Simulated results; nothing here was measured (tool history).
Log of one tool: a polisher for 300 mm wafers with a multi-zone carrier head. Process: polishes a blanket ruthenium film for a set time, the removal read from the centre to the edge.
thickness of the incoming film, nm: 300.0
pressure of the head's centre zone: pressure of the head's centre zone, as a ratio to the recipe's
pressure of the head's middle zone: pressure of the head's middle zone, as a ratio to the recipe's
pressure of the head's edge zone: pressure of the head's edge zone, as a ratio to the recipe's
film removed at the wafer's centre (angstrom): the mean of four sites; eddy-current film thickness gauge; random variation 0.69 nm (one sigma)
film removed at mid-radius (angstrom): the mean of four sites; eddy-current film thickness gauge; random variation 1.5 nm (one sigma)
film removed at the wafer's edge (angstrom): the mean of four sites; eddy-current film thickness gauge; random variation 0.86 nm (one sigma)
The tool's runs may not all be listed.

run,hour,flow of slurry (ml/min),pressure of the head's centre zone,pressure of the head's middle zone,pressure of the head's edge zone,polishing time (s),film removed at the wafer's centre (angstrom),film removed at mid-radius (angstrom),film removed at the wafer's edge (angstrom)
1,0,185,1,1,1,71,939.35,934.53,928.24
2,1,185,1.07,1,1,71,983.99,962.25,927.57
3,4.5,185,1.03,1,1,71,957.88,945.81,937.84
4,7.3,200,0.96,1.06,1,74,934.82,1043.5,970.41
5,15,215,0.95,1.1,1.04,75,958.16,1093.1,1023.4
6,23.7,215,1.03,1.1,1.04,75,1036.4,1140.1,1018
7,26.7,215,0.97,1.13,1.04,77,986.22,1195.8,1031.7

Forecast run 8:
8,30.4,215,0.95,1.15,1.07,78,?,?,?

film removed at the wafer's centre (angstrom): 987.71
film removed at mid-radius (angstrom): 1206.2
film removed at the wafer's edge (angstrom): 1049.7
